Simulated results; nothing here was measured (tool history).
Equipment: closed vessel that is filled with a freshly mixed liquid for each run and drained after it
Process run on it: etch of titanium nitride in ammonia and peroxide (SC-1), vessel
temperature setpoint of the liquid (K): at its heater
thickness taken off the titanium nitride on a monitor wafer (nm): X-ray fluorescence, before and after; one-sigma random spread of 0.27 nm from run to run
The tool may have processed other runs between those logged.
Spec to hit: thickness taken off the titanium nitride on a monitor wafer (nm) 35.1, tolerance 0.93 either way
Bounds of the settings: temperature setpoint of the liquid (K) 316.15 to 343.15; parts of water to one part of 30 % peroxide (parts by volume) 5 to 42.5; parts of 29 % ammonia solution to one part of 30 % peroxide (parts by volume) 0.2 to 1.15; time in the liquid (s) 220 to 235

run,hour,temperature setpoint of the liquid (K),parts of water to one part of 30 % peroxide (parts by volume),parts of 29 % ammonia solution to one part of 30 % peroxide (parts by volume),time in the liquid (s),thickness taken off the titanium nitride on a monitor wafer (nm)
1,0,332.15,23.5,0.65,220,29.143
2,4,332.65,23.5,0.65,220,30.228
3,6.8,333.15,23.5,0.65,220,31.007
4,9.3,333.15,23.5,0.75,220,32.589
5,12.8,333.15,23.5,0.75,220,31.968
6,17.2,333.15,23.5,0.85,220,33.028
# hour 23.9: thermometer replaced
7,23.9,333.65,23.5,0.85,220,30.17
8,28.4,334.15,23.5,0.85,220,31.384

Below are 5 possible settings for the next run. Only one of them brings all results inside the allowed miss of their targets. Which is it?
A,32.9,333.65,23.5,0.8,235,?
B,32.9,337.65,28,0.8,220,?
C,32.9,338.15,42.5,1,220,?
D,32.9,335.15,29.5,0.8,220,?
E,32.9,329.15,15.5,0.75,220,?

move,thickness taken off the titanium nitride on a monitor wafer (nm)
A,32.329
B,35.521
C,30.145
D,29.368
E,27.903
A: closes in on the targets versus the last run, not all within tolerance yet
B: meets every target
C: its largest miss is bigger than the last run's
D: its largest miss is bigger than the last run's
E: its largest miss is bigger than the last run's
Correct choice: B, which meets every target

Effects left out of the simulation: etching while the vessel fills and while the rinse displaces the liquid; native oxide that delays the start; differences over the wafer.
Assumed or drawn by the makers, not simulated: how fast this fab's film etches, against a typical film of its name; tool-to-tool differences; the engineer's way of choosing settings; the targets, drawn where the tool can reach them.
